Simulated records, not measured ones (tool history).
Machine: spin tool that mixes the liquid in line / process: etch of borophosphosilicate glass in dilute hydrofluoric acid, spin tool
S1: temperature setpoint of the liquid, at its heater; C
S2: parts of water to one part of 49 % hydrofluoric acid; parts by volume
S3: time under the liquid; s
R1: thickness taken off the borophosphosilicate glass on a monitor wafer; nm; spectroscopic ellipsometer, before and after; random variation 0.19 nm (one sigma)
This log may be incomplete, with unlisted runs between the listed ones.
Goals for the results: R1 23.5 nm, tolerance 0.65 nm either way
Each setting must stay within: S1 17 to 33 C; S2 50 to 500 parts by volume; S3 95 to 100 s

run 1 hour=0 | S1=25 S2=275 S3=95 | R1=21.134
run 2 hour=8.6 | S1=25.5 S2=275 S3=95 | R1=21.096
run 3 hour=14.5 | S1=25.5 S2=340 S3=95 | R1=16.024
run 4 hour=17.8 | S1=27 S2=330 S3=95 | R1=17.573
run 5 hour=18.6 | S1=29.5 S2=330 S3=95 | R1=18.994
run 6 hour=21.9 | S1=30 S2=325 S3=95 | R1=19.696
run 7 hour=25.7 | S1=30.5 S2=320 S3=95 | R1=20.27
run 8 hour=27.8 | S1=31 S2=315 S3=95 | R1=20.948
-- hour=28.3 thermometer replaced
run 9 hour=28.3 | S1=31.5 S2=310 S3=95 | R1=20.649
run 10 hour=30.5 | S1=31.5 S2=305 S3=95 | R1=21.049

Below are 5 possible settings for the next run. Only one of them brings all results inside the allowed miss of their targets. Which is it?
run A hour=32.7 | S1=29 S2=275 S3=100 | R1=?
run B hour=32.7 | S1=31 S2=345 S3=95 | R1=?
run C hour=32.7 | S1=28.5 S2=320 S3=100 | R1=?
run D hour=32.7 | S1=32.5 S2=325 S3=95 | R1=?
run E hour=32.7 | S1=30 S2=320 S3=95 | R1=?

move=A R1=23.252
move=B R1=17.395
move=C R1=18.729
move=D R1=19.766
move=E R1=18.67
A: hits every target within its allowed miss
B: lands further from the targets than the last run did
C: lands further from the targets than the last run did
D: lands further from the targets than the last run did
E: lands further from the targets than the last run did
A is the move that brings every result within its allowed miss.
